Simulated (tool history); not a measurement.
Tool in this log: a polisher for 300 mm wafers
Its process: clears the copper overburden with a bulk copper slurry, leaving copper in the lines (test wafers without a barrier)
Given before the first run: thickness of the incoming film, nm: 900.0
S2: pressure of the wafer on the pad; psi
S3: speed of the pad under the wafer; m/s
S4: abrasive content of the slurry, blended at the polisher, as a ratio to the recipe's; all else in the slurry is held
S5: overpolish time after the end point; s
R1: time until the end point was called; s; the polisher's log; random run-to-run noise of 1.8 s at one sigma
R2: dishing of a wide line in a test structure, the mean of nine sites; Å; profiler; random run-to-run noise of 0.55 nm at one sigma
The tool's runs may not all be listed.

run 1 hour=0 | flow_of_slurry_(ml/min)=265 S2=2.5 S3=1.12 S4=1 S5=16 | R1=109.47 R2=758.2
run 2 hour=1.2 | flow_of_slurry_(ml/min)=270 S2=2.2 S3=1.22 S4=1 S5=14 | R1=110.48 R2=672.73
run 3 hour=7.7 | flow_of_slurry_(ml/min)=275 S2=2 S3=1.3 S4=1 S5=12 | R1=112.38 R2=582.47
run 4 hour=13.2 | flow_of_slurry_(ml/min)=275 S2=2 S3=1.56 S4=1 S5=12 | R1=92.902 R2=666.79
run 5 hour=16.6 | flow_of_slurry_(ml/min)=300 S2=1.8 S3=1.6 S4=0.95 S5=11 | R1=94.36 R2=589.7
run 6 hour=20.3 | flow_of_slurry_(ml/min)=320 S2=1.7 S3=1.64 S4=0.85 S5=10 | R1=105.49 R2=551.02
run 7 hour=21.9 | flow_of_slurry_(ml/min)=295 S2=1.6 S3=1.62 S4=0.95 S5=9 | R1=100.75 R2=474.54
-- hour=29.3 worn pad replaced by a new one
run 8 hour=29.3 | flow_of_slurry_(ml/min)=295 S2=1.5 S3=1.64 S4=1 S5=8 | R1=96.875 R2=456.14

Run 9 is up next; what results do you expect?
run 9 hour=30.8 | flow_of_slurry_(ml/min)=285 S2=1.4 S3=1.62 S4=1.05 S5=7 | R1=? R2=?

{"run 9": {"R1": 107.39, "R2": 386.95}}
